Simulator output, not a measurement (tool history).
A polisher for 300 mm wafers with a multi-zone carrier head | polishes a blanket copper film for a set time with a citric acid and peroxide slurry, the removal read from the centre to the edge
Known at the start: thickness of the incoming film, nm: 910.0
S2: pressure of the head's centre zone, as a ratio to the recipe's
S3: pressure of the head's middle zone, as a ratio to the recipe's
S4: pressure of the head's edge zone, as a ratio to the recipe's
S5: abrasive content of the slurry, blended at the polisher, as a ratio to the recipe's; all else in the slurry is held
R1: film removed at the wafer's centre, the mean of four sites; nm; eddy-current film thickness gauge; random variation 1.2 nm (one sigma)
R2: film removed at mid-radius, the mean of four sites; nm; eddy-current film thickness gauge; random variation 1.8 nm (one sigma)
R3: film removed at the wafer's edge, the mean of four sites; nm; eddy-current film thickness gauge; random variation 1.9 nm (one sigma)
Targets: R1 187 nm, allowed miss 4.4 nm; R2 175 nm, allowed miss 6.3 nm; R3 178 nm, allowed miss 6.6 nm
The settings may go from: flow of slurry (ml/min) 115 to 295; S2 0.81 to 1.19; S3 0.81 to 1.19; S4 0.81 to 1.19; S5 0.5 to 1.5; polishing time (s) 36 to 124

Run 1, day 0: flow of slurry (ml/min) 190, S2 1, S3 1, S4 1, S5 1, polishing time (s) 79. Result: R1 142.93 nm, R2 139.34 nm, R3 141.17 nm.
Run 2, day 0.125: flow of slurry (ml/min) 220, S2 1, S3 1, S4 1, S5 1, polishing time (s) 79. Result: R1 148.83 nm, R2 141.25 nm, R3 143.32 nm.
Run 3, day 0.317: flow of slurry (ml/min) 220, S2 1, S3 1, S4 1, S5 1, polishing time (s) 65. Result: R1 121.85 nm, R2 115.59 nm, R3 118.85 nm.
Run 4, day 0.371: flow of slurry (ml/min) 220, S2 1.02, S3 1.02, S4 1.03, S5 1.1, polishing time (s) 69. Result: R1 134.49 nm, R2 128 nm, R3 132.13 nm.
Run 5, day 0.642: flow of slurry (ml/min) 225, S2 1.05, S3 1.05, S4 1.06, S5 1.2, polishing time (s) 70. Result: R1 142.47 nm, R2 134.09 nm, R3 136.32 nm.
Run 6, day 0.979: flow of slurry (ml/min) 230, S2 1.06, S3 1.06, S4 1.08, S5 1.25, polishing time (s) 73. Result: R1 149.9 nm, R2 141.74 nm, R3 147.01 nm.
Run 7, day 1.3: flow of slurry (ml/min) 235, S2 1.08, S3 1.08, S4 1.1, S5 1.3, polishing time (s) 74. Result: R1 156.5 nm, R2 147.65 nm, R3 150 nm.
Run 8, day 1.517: flow of slurry (ml/min) 240, S2 1.09, S3 1.09, S4 1.11, S5 1.35, polishing time (s) 76. Result: R1 164.11 nm, R2 152.75 nm, R3 155.54 nm.
Run 9, day 1.758: flow of slurry (ml/min) 245, S2 1.1, S3 1.1, S4 1.12, S5 1.4, polishing time (s) 77. Result: R1 169.34 nm, R2 159.61 nm, R3 159.55 nm.
Run 10, day 2.025: flow of slurry (ml/min) 250, S2 1.1, S3 1.1, S4 1.13, S5 1.4, polishing time (s) 78. Result: R1 172.63 nm, R2 160.41 nm, R3 159.3 nm.
Run 11, day 2.296: flow of slurry (ml/min) 240, S2 1.11, S3 1.11, S4 1.14, S5 1.4, polishing time (s) 79. Result: R1 174.1 nm, R2 165.55 nm, R3 166.1 nm.

4 next moves are on the table. One of them brings every result within its allowed miss. Which?
Run A, day 2.567: flow of slurry (ml/min) 250, S2 1.18, S3 1.07, S4 1.09, S5 1.4, polishing time (s) 79. Result: R1 ?, R2 ?, R3 ?.
Run B, day 2.567: flow of slurry (ml/min) 230, S2 1.1, S3 1.11, S4 1.16, S5 1.3, polishing time (s) 86. Result: R1 ?, R2 ?, R3 ?.
Run C, day 2.567: flow of slurry (ml/min) 295, S2 1.04, S3 1.11, S4 1.07, S5 1.5, polishing time (s) 87. Result: R1 ?, R2 ?, R3 ?.
Run D, day 2.567: flow of slurry (ml/min) 225, S2 1.08, S3 1.19, S4 1.05, S5 1.25, polishing time (s) 81. Result: R1 ?, R2 ?, R3 ?.

move      R1      R2      R3
   A  185.26  161.37  163.37
   B  183.71  177.43  180.02
   C  185.38  188.94  182.61
   D  168.43  175.95  159.76
A: brings the result that was furthest off to its target, and leaves another outside
B: meets every target
C: brings the result that was furthest off to its target, and leaves another outside
D: further off than the last run
Answer: B

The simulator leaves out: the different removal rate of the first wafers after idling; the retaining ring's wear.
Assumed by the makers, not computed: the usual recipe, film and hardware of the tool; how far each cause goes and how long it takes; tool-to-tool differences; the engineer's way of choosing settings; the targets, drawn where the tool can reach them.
